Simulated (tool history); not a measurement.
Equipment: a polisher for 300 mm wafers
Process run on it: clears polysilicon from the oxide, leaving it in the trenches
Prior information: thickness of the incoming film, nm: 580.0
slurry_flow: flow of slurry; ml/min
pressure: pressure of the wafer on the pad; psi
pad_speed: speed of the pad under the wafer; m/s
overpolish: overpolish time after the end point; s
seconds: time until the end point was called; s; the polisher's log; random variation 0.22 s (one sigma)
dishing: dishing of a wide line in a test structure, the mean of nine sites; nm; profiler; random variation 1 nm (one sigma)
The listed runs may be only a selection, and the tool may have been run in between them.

run	hour	slurry_flow	pressure	pad_speed	overpolish	seconds	dishing
1	0.0	295	2.4	1.16	19	43.074	72.949
2	8.3	295	2.4	0.92	19	53.961	69.192
3	10.2	325	2.7	0.94	16	47.512	67.095
4	11.7	325	2.5	0.94	16	51.142	65.429
5	17.6	325	2.0	0.94	16	61.397	60.065
6	19.4	360	2.3	1.02	13	50.344	60.983
7	26.6	385	2.6	1.06	11	43.818	61.436
8	31.1	385	2.6	1.06	11	43.783	62.137
9	32.4	385	2.6	1.06	11	42.837	60.406
10	37.5	405	2.8	1.08	10	39.477	61.289
11	39.7	420	3.0	1.10	9	37.051	59.860
12	46.4	430	3.2	1.12	8	33.690	60.037

What will run 13 give?
13	51.2	440	3.3	1.14	7	?	?

{"run 13": {"seconds": 32.56, "dishing": 57.841}}

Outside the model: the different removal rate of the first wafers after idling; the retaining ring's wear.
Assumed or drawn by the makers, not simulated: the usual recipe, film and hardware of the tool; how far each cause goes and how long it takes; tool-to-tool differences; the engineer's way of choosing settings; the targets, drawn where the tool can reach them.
